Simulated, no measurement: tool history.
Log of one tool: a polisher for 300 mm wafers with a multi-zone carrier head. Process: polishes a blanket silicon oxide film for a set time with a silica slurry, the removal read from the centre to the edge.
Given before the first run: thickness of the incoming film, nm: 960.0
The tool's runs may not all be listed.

run,hour,flow of slurry (ml/min),pressure of the head's centre zone,pressure of the head's middle zone,pressure of the head's edge zone,abrasive content of the slurry,polishing time (s),film removed at the wafer's centre (Å),film removed at mid-radius (Å),film removed at the wafer's edge (Å)
1,0.0,180,1.00,1.00,1.00,1.00,87,2705.5,2656.7,2707.3
2,1.7,170,0.98,1.00,0.96,0.95,87,2538.8,2557.6,2568.4
3,4.5,150,0.98,1.00,0.96,0.95,87,2447.2,2487.3,2583.9
4,10.7,155,0.97,1.01,0.93,0.90,87,2421.0,2461.3,2409.2
5,14.7,145,0.96,1.01,0.91,0.90,87,2323.5,2390.1,2370.5
6,17.3,145,0.96,1.05,0.91,0.90,87,2372.7,2495.9,2412.8
7,17.9,140,0.95,1.04,0.88,0.90,87,2298.5,2502.3,2340.4

Run 8 comes next. What will it give?
8,26.6,140,0.95,1.04,0.88,0.90,87,?,?,?

Run 8 yielded film removed at the wafer's centre (Å) 2268.7, film removed at mid-radius (Å) 2417.4, film removed at the wafer's edge (Å) 2318.4.
